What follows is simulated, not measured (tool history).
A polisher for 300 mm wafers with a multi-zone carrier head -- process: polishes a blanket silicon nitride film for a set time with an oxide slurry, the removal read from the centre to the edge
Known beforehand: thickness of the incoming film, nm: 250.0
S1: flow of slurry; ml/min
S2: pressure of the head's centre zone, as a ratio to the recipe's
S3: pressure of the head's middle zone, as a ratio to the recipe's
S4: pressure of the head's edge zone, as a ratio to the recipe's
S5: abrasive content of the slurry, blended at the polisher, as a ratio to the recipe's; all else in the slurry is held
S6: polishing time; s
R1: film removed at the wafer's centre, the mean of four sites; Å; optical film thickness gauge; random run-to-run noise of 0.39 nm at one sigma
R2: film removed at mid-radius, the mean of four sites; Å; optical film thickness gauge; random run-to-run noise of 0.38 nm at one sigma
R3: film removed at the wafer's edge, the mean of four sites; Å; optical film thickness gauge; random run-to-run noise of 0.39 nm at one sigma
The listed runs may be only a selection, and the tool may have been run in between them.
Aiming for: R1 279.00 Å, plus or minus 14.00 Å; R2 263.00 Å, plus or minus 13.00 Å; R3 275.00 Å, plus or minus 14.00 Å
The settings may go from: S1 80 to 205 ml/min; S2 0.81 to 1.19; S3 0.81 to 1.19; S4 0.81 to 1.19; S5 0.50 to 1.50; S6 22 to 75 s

run 1 hour=0.0 | S1=135 S2=1.00 S3=1.00 S4=1.00 S5=1.00 S6=48 | R1=450.17 R2=447.95 R3=456.85
run 2 hour=7.4 | S1=135 S2=1.00 S3=1.00 S4=1.05 S5=1.00 S6=48 | R1=457.53 R2=440.23 R3=475.73
run 3 hour=16.2 | S1=135 S2=1.00 S3=1.00 S4=1.12 S5=1.00 S6=48 | R1=448.86 R2=454.10 R3=478.72
run 4 hour=21.0 | S1=135 S2=1.01 S3=1.00 S4=1.10 S5=0.90 S6=45 | R1=400.37 R2=402.50 R3=417.14
run 5 hour=23.3 | S1=160 S2=1.01 S3=1.00 S4=1.10 S5=0.90 S6=45 | R1=399.87 R2=413.43 R3=428.58
run 6 hour=31.2 | S1=180 S2=1.01 S3=1.00 S4=1.10 S5=0.90 S6=45 | R1=423.64 R2=412.69 R3=429.52
run 7 hour=33.3 | S1=185 S2=1.02 S3=0.99 S4=1.09 S5=0.80 S6=43 | R1=378.35 R2=362.40 R3=376.24
run 8 hour=41.3 | S1=175 S2=0.95 S3=0.89 S4=0.99 S5=0.55 S6=42 | R1=243.57 R2=230.40 R3=257.89
run 9 hour=46.8 | S1=175 S2=0.95 S3=0.89 S4=0.99 S5=0.55 S6=42 | R1=246.32 R2=231.88 R3=253.18
run 10 hour=47.9 | S1=190 S2=1.00 S3=0.95 S4=1.01 S5=0.70 S6=42 | R1=320.45 R2=310.58 R3=329.64
run 11 hour=49.6 | S1=180 S2=1.00 S3=0.94 S4=0.99 S5=0.65 S6=42 | R1=309.12 R2=284.77 R3=301.34
run 12 hour=58.4 | S1=175 S2=0.99 S3=0.94 S4=0.98 S5=0.65 S6=42 | R1=296.37 R2=281.59 R3=311.98
run 13 hour=59.6 | S1=180 S2=0.98 S3=0.93 S4=1.00 S5=0.65 S6=42 | R1=299.25 R2=289.61 R3=304.25
run 14 hour=62.3 | S1=180 S2=0.98 S3=0.93 S4=1.00 S5=0.65 S6=42 | R1=301.29 R2=287.85 R3=306.43
run 15 hour=70.4 | S1=180 S2=0.98 S3=0.92 S4=0.99 S5=0.65 S6=42 | R1=298.99 R2=278.56 R3=314.39
run 16 hour=77.9 | S1=175 S2=0.98 S3=0.92 S4=1.00 S5=0.65 S6=42 | R1=298.00 R2=284.01 R3=301.25
run 17 hour=84.3 | S1=170 S2=0.98 S3=0.91 S4=1.01 S5=0.65 S6=42 | R1=296.05 R2=271.39 R3=309.28
run 18 hour=92.4 | S1=175 S2=0.98 S3=0.91 S4=0.99 S5=0.65 S6=42 | R1=295.60 R2=280.10 R3=298.27
run 19 hour=93.2 | S1=160 S2=0.98 S3=0.88 S4=0.93 S5=0.60 S6=42 | R1=269.03 R2=240.49 R3=280.39

Next run, 4 choices. One meets every target within its allowed miss, the rest don't. Which?
run A hour=94.0 | S1=205 S2=0.92 S3=0.95 S4=0.99 S5=0.75 S6=33 | R1=? R2=? R3=?
run B hour=94.0 | S1=205 S2=1.14 S3=1.10 S4=0.96 S5=0.50 S6=43 | R1=? R2=? R3=?
run C hour=94.0 | S1=205 S2=1.03 S3=0.98 S4=1.07 S5=0.50 S6=48 | R1=? R2=? R3=?
run D hour=94.0 | S1=150 S2=0.92 S3=0.97 S4=0.89 S5=0.55 S6=47 | R1=? R2=? R3=?

move=A R1=255.88 R2=262.99 R3=267.45
move=B R1=276.92 R2=259.07 R3=229.65
move=C R1=278.86 R2=262.30 R3=268.40
move=D R1=257.18 R2=270.67 R3=263.04
A: gets the furthest-off result to its target, but another result is out of tolerance
B: gets the furthest-off result to its target, but another result is out of tolerance
C: meets every target
D: gets the furthest-off result to its target, but another result is out of tolerance
Move C is the one to make.

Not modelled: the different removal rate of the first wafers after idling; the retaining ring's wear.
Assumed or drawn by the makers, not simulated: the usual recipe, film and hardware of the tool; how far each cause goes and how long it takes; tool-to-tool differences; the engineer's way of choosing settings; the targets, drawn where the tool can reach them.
